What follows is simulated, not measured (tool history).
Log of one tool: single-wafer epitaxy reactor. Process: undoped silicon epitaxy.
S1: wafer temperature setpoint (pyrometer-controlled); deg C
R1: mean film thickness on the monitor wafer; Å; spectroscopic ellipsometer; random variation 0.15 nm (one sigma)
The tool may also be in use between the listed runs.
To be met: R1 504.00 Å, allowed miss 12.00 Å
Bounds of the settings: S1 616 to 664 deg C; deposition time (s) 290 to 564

{"run": 1, "hour": 0.0, "S1": 640, "deposition time (s)": 427, "R1": 560.85}
{"run": 2, "hour": 2.7, "S1": 640, "deposition time (s)": 401, "R1": 525.95}
{"run": 3, "hour": 11.2, "S1": 634, "deposition time (s)": 401, "R1": 451.89}
{"run": 4, "hour": 13.5, "S1": 635, "deposition time (s)": 401, "R1": 465.1}
{"run": 5, "hour": 17.0, "S1": 631, "deposition time (s)": 401, "R1": 417.29}
{"run": 6, "hour": 18.9, "S1": 631, "deposition time (s)": 352, "R1": 365.93}
{"run": 7, "hour": 27.6, "S1": 635, "deposition time (s)": 353, "R1": 406.91}
{"run": 8, "hour": 31.1, "S1": 638, "deposition time (s)": 353, "R1": 438.17}
{"run": 9, "hour": 34.2, "S1": 645, "deposition time (s)": 354, "R1": 530.79}

Which of these 5 next moves meets every target?
{"run": "A", "hour": 37.3, "S1": 648, "deposition time (s)": 337, "R1": "?"}
{"run": "B", "hour": 37.3, "S1": 656, "deposition time (s)": 290, "R1": "?"}
{"run": "C", "hour": 37.3, "S1": 647, "deposition time (s)": 361, "R1": "?"}
{"run": "D", "hour": 37.3, "S1": 650, "deposition time (s)": 342, "R1": "?"}
{"run": "E", "hour": 37.3, "S1": 646, "deposition time (s)": 329, "R1": "?"}

move=A R1=540.26
move=B R1=566.22
move=C R1=564.49
move=D R1=576.18
move=E R1=501.76
A: further off than the last run
B: further off than the last run
C: further off than the last run
D: further off than the last run
E: meets every target
Move E is the one to make.
